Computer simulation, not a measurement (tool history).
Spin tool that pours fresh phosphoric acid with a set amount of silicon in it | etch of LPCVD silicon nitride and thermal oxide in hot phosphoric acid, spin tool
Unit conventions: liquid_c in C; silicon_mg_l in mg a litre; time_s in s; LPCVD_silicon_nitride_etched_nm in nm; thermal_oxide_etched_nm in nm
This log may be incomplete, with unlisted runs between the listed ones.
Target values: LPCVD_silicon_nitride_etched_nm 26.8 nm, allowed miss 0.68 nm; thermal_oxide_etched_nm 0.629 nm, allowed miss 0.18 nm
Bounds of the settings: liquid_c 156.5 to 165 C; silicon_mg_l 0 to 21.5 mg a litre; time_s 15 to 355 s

| run | hour | liquid_c | silicon_mg_l | time_s | LPCVD_silicon_nitride_etched_nm | thermal_oxide_etched_nm |
|---|---|---|---|---|---|---|
| 1 | 0 | 160 | 9.5 | 180 | 16.356 | 0.4518 |
| 2 | 7.6 | 160 | 9.5 | 240 | 21.678 | 0.60718 |
| 3 | 12 | 161 | 12.5 | 245 | 23.058 | 0.58524 |
| 4 | 21 | 161 | 12.5 | 315 | 29.537 | 0.86785 |
| 5 | 23.9 | 161 | 16 | 315 | 29.554 | 0.64276 |
| 6 | 26 | 161 | 16 | 350 | 32.989 | 0.71371 |
| 7 | 30.6 | 160 | 14.5 | 340 | 30.866 | 0.73191 |
| 8 | 34.1 | 159 | 14 | 340 | 29.797 | 0.74821 |
| 9 | 38 | 158.5 | 14.5 | 340 | 29.24 | 0.61371 |
| 10 | 45.6 | 158 | 13.5 | 335 | 28.425 | 0.77 |
| 11 | 49.4 | 157.5 | 14.5 | 335 | 28.124 | 0.5498 |

Which single option among these 5 for the next run brings every result within its allowed miss of target? Just one does.
| A | 53.2 | 158.5 | 3 | 335 | ? | ? |
| B | 53.2 | 160 | 19.5 | 315 | ? | ? |
| C | 53.2 | 157.5 | 13.5 | 320 | ? | ? |
| D | 53.2 | 157.5 | 11.5 | 345 | ? | ? |
| E | 53.2 | 157.5 | 17 | 305 | ? | ? |

| move | LPCVD_silicon_nitride_etched_nm | thermal_oxide_etched_nm |
|---|---|---|
| A | 28.975 | 0.94915 |
| B | 28.658 | 0.68118 |
| C | 26.755 | 0.67144 |
| D | 28.846 | 0.75878 |
| E | 25.501 | 0.58599 |
A: the biggest miss grows against the last run
B: the biggest miss grows against the last run
C: in spec on every target
D: the biggest miss grows against the last run
E: carries the result that was furthest off beyond its target, to the other side
Answer: C
